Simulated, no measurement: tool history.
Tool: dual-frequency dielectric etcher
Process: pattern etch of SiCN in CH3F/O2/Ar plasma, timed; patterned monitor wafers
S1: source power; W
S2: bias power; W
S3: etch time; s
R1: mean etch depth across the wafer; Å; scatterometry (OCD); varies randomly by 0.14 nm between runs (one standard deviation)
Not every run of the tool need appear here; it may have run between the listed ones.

| run | hour | S1 | S2 | S3 | R1 |
|---|---|---|---|---|---|
| 1 | 0 | 500 | 56 | 99.5 | 361.07 |
| 2 | 3.8 | 500 | 47 | 99.5 | 342.09 |
| 3 | 11.5 | 500 | 47 | 104 | 359.63 |
| 4 | 13.5 | 470 | 46 | 104 | 350.35 |
| 5 | 17.5 | 450 | 45 | 104 | 342.47 |
| 6 | 22 | 430 | 44 | 104 | 337.56 |
| 7 | 24.2 | 410 | 43 | 104 | 331.79 |

Estimate the outcome of run 8 from the log above:
| 8 | 28.3 | 400 | 42 | 104 | ? |

R1: 325.5 Å
